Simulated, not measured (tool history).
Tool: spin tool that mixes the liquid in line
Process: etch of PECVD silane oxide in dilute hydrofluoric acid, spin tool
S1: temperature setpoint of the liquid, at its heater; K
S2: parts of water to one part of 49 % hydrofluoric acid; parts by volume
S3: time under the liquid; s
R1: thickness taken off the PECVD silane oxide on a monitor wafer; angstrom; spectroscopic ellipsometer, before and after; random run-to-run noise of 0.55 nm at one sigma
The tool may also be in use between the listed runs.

run	hour	S1	S2	S3	R1
1	0.0	297.15	115	255	462.26
2	7.8	297.15	150	255	342.64
3	11.4	297.15	150	275	370.04
4	16.0	299.65	150	275	408.92
5	17.0	301.65	150	275	433.87
6	18.6	301.65	150	275	438.68
7	25.4	302.15	145	275	465.32
8	30.6	302.65	140	275	492.67

The next listed run, before its measurement:
9	34.5	303.15	135	275	?

R1: 523.06 angstrom
